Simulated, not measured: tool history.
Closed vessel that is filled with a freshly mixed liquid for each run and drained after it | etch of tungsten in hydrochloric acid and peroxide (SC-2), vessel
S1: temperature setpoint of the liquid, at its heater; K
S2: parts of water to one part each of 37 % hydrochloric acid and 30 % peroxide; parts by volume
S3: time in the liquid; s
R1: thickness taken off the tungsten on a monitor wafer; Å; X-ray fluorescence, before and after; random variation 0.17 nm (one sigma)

{"run": 1, "hour": 0.0, "S1": 332.15, "S2": 10.5, "S3": 100, "R1": 529.99}
{"run": 2, "hour": 3.3, "S1": 332.15, "S2": 7.5, "S3": 100, "R1": 688.86}
{"run": 3, "hour": 10.1, "S1": 329.15, "S2": 7.5, "S3": 100, "R1": 570.76}
{"run": 4, "hour": 12.2, "S1": 326.65, "S2": 7.5, "S3": 100, "R1": 481.65}
{"run": 5, "hour": 14.7, "S1": 324.15, "S2": 7.5, "S3": 100, "R1": 409.77}
{"run": 6, "hour": 17.4, "S1": 329.15, "S2": 7.5, "S3": 100, "R1": 572.18}

The next listed run, before its measurement:
{"run": 7, "hour": 24.5, "S1": 326.65, "S2": 7.5, "S3": 100, "R1": "?"}

Run 7 gave R1 476.41 Å.
